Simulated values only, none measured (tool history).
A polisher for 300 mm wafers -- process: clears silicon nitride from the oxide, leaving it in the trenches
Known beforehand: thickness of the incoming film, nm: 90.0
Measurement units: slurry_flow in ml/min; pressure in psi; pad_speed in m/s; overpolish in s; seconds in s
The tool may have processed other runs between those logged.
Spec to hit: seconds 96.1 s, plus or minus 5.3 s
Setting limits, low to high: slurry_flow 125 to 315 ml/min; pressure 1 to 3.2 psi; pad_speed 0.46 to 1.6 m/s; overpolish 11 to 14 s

run,hour,slurry_flow,pressure,pad_speed,overpolish,seconds
1,0,205,2.1,1.02,14,153.99
2,3.6,185,2.1,1.02,14,151.68
3,6.3,185,1.6,1.02,14,196.33
4,8.3,185,1.7,1.02,14,183.01
# hour 16.8: worn pad replaced by a new one
5,16.8,185,1.8,1.02,14,163.09
6,22.2,185,1.8,1.02,14,164.12
7,23.7,185,1.8,1.02,14,167.37
8,25.1,185,2.4,1.1,14,112.47
9,31.8,180,2.6,1.1,14,108.83
10,38.3,180,2.7,1.1,14,104.45
11,47.1,180,2.7,1.1,14,103.51

Which one of the following 4 next-run settings gets every result inside its allowed miss? There is exactly one.
A,55.9,185,2.6,1.02,14,?
B,55.9,190,2.5,1.04,14,?
C,55.9,195,2.8,0.92,14,?
D,55.9,140,3.1,1.1,14,?

move,seconds
A,115.74
B,117.63
C,118.24
D,93.95
A: moves away from the targets compared with the last run
B: moves away from the targets compared with the last run
C: moves away from the targets compared with the last run
D: every result within its allowed miss
D is the move that brings every result within its allowed miss.
